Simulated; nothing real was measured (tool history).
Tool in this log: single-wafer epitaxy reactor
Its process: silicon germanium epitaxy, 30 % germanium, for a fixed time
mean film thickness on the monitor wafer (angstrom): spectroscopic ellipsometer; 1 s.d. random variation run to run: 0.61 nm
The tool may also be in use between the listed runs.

run  hour  wafer temperature setpoint (pyrometer-controlled) (°C)  chamber pressure (Torr)  mean film thickness on the monitor wafer (angstrom)
  1     0                                                     620                     26.9                                               952.61
  2     7                                                     623                       27                                               1010.8
  3  12.2                                                     625                       27                                               1048.7
  4  20.1                                                     618                       27                                                917.3
  5  28.5                                                     621                       27                                               962.14
  6  30.6                                                     631                       27                                               1168.8
  7  37.3                                                     632                       27                                               1182.1
  8  45.3                                                     633                       27                                               1192.9
  9  47.1                                                     634                       27                                               1227.1
 10  48.7                                                     635                       27                                               1241.6
 11  52.7                                                     636                       27                                               1274.9
 12    59                                                     638                       27                                               1314.2
     66.7  -- capacitance manometer re-zeroed and calibrated
 13  66.7                                                     639                       27                                               1300.1

Run 14, settings as shown, results not yet in. Your forecast:
 14  73.2                                                     640                       27                                                    ?

Run 14 measured mean film thickness on the monitor wafer (angstrom) 1316.
